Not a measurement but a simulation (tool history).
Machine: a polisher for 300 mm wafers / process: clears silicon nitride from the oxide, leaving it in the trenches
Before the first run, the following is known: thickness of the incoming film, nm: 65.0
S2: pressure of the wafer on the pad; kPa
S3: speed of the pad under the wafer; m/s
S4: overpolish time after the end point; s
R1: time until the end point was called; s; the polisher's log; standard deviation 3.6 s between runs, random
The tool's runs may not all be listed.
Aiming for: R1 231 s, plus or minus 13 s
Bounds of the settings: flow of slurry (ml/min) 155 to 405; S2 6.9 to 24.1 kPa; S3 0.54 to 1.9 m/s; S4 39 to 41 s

{"run": 1, "hour": 0.0, "flow of slurry (ml/min)": 260, "S2": 15.2, "S3": 1.22, "S4": 39, "R1": 107.57}
{"run": 2, "hour": 1.1, "flow of slurry (ml/min)": 260, "S2": 11.7, "S3": 1.22, "S4": 39, "R1": 131.94}
{"run": 3, "hour": 5.2, "flow of slurry (ml/min)": 260, "S2": 11.7, "S3": 1.22, "S4": 39, "R1": 136.57}
{"run": 4, "hour": 13.6, "flow of slurry (ml/min)": 260, "S2": 15.2, "S3": 1.22, "S4": 39, "R1": 104.79}
{"run": 5, "hour": 19.8, "flow of slurry (ml/min)": 205, "S2": 15.2, "S3": 1.22, "S4": 39, "R1": 110.43}
{"hour": 27.6, "done": "worn pad replaced by a new one"}
{"run": 6, "hour": 27.6, "flow of slurry (ml/min)": 265, "S2": 15.2, "S3": 1.22, "S4": 39, "R1": 95.207}
{"run": 7, "hour": 31.1, "flow of slurry (ml/min)": 195, "S2": 11, "S3": 0.98, "S4": 39, "R1": 155.78}
{"run": 8, "hour": 32.8, "flow of slurry (ml/min)": 190, "S2": 9.7, "S3": 0.9, "S4": 39, "R1": 198.14}
{"run": 9, "hour": 35.9, "flow of slurry (ml/min)": 190, "S2": 9, "S3": 0.9, "S4": 39, "R1": 210.25}

Pick the move, out of 5, that brings all results within their allowed miss; only one does.
{"run": "A", "hour": 39.0, "flow of slurry (ml/min)": 180, "S2": 9.7, "S3": 0.9, "S4": 39, "R1": "?"}
{"run": "B", "hour": 39.0, "flow of slurry (ml/min)": 240, "S2": 11.7, "S3": 0.78, "S4": 39, "R1": "?"}
{"run": "C", "hour": 39.0, "flow of slurry (ml/min)": 195, "S2": 10.3, "S3": 0.92, "S4": 39, "R1": "?"}
{"run": "D", "hour": 39.0, "flow of slurry (ml/min)": 200, "S2": 9.7, "S3": 0.92, "S4": 39, "R1": "?"}
{"run": "E", "hour": 39.0, "flow of slurry (ml/min)": 275, "S2": 9, "S3": 0.78, "S4": 39, "R1": "?"}

move=A R1=205.67
move=B R1=192.48
move=C R1=187.77
move=D R1=198.84
move=E R1=240.3
A: moves away from the targets compared with the last run
B: moves away from the targets compared with the last run
C: moves away from the targets compared with the last run
D: moves away from the targets compared with the last run
E: meets every target
Correct choice: E, which meets every target
